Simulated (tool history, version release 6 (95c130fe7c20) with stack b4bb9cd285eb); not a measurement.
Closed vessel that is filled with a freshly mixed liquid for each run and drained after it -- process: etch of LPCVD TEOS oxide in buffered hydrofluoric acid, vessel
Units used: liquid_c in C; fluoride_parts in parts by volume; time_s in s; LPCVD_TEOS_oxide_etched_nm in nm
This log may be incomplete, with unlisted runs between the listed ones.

{"run": 1, "hour": 0.0, "liquid_c": 20, "fluoride_parts": 20, "time_s": 95, "LPCVD_TEOS_oxide_etched_nm": 112.24}
{"run": 2, "hour": 4.9, "liquid_c": 22, "fluoride_parts": 17, "time_s": 95, "LPCVD_TEOS_oxide_etched_nm": 142.14}
{"run": 3, "hour": 6.0, "liquid_c": 22, "fluoride_parts": 17, "time_s": 95, "LPCVD_TEOS_oxide_etched_nm": 140.61}
{"run": 4, "hour": 12.6, "liquid_c": 19, "fluoride_parts": 17, "time_s": 95, "LPCVD_TEOS_oxide_etched_nm": 119.69}
{"run": 5, "hour": 19.1, "liquid_c": 21, "fluoride_parts": 14.5, "time_s": 95, "LPCVD_TEOS_oxide_etched_nm": 156.69}
{"run": 6, "hour": 27.1, "liquid_c": 22.5, "fluoride_parts": 13, "time_s": 95, "LPCVD_TEOS_oxide_etched_nm": 191.33}
{"run": 7, "hour": 28.6, "liquid_c": 24, "fluoride_parts": 12.5, "time_s": 95, "LPCVD_TEOS_oxide_etched_nm": 214}
{"run": 8, "hour": 29.3, "liquid_c": 25, "fluoride_parts": 12, "time_s": 95, "LPCVD_TEOS_oxide_etched_nm": 236.69}
{"run": 9, "hour": 34.4, "liquid_c": 25.5, "fluoride_parts": 11.5, "time_s": 95, "LPCVD_TEOS_oxide_etched_nm": 252.11}
{"run": 10, "hour": 40.6, "liquid_c": 26, "fluoride_parts": 11.5, "time_s": 95, "LPCVD_TEOS_oxide_etched_nm": 259.68}
{"run": 11, "hour": 42.8, "liquid_c": 26.5, "fluoride_parts": 11.5, "time_s": 95, "LPCVD_TEOS_oxide_etched_nm": 263.05}

Run 12, settings as shown, results not yet in. Your forecast:
{"run": 12, "hour": 51.7, "liquid_c": 27, "fluoride_parts": 11, "time_s": 95, "LPCVD_TEOS_oxide_etched_nm": "?"}

Run 12 came out at LPCVD_TEOS_oxide_etched_nm 286.82 nm.
